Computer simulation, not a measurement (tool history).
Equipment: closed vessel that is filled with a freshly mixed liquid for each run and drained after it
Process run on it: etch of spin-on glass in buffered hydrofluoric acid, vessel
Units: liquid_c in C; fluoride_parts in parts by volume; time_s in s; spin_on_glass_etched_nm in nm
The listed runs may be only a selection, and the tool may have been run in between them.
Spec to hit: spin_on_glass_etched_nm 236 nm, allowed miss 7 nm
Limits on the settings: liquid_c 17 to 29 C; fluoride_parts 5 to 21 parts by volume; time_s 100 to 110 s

run,hour,liquid_c,fluoride_parts,time_s,spin_on_glass_etched_nm
1,0,21,13,100,161.76
2,3.3,18.5,13,100,142.01
3,12.2,19.5,13,100,147.41
4,18.4,21,13,100,163.78
5,21.8,22,13,100,170.8
6,25.2,24.5,13,100,197.31
7,34.5,25,13,100,202.1
8,41.5,25.5,13,100,207.08
9,49.3,26,13,100,214.25

Of the 4 settings listed for the next run, only one would bring every result within its allowed miss of target. Which one?
A,57.1,29,13.5,105,?
B,57.1,26,14,110,?
C,57.1,25.5,12,105,?
D,57.1,23.5,11.5,105,?

move,spin_on_glass_etched_nm
A,254.22
B,218.97
C,236.59
D,221.21
A: takes the result that was furthest off past its target
B: moves toward the targets from the last run without getting all of them in spec
C: every result lands within tolerance
D: moves toward the targets from the last run without getting all of them in spec
Correct choice: C, which meets every target
